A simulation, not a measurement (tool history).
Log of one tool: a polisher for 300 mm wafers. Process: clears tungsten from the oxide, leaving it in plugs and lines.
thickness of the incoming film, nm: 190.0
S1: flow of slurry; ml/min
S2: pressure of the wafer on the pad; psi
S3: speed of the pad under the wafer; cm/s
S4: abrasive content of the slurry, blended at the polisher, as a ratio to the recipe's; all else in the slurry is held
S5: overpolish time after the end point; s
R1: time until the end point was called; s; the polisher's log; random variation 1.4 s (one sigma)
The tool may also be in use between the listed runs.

| run | hour | S1 | S2 | S3 | S4 | S5 | R1 |
|---|---|---|---|---|---|---|---|
| 1 | 0 | 255 | 2.5 | 84 | 1 | 13 | 72.519 |
| 2 | 1 | 255 | 2.5 | 84 | 0.9 | 13 | 74.478 |
| 3 | 5.7 | 255 | 2.5 | 84 | 0.85 | 13 | 76.381 |
| 4 | 11.9 | 255 | 2.5 | 84 | 0.95 | 13 | 74.281 |
| 5 | 18.1 | 255 | 2.4 | 84 | 0.95 | 13 | 75.529 |
| 6 | 24.3 | 255 | 2.4 | 84 | 0.95 | 13 | 77.374 |
| 7 | 25.9 | 255 | 2.4 | 84 | 0.95 | 13 | 76.79 |
| 8 | 28.6 | 255 | 2.3 | 84 | 0.95 | 13 | 80.745 |
| 9 | 32.5 | 255 | 2.3 | 84 | 0.95 | 13 | 79.674 |
|  | 37.7 | head pressure recalibrated |
| 10 | 37.7 | 255 | 2 | 84 | 0.95 | 13 | 81.066 |

Forecast run 11:
| 11 | 40.1 | 255 | 1.9 | 84 | 0.95 | 13 | ? |

Run 11 gave R1 87.45 s.

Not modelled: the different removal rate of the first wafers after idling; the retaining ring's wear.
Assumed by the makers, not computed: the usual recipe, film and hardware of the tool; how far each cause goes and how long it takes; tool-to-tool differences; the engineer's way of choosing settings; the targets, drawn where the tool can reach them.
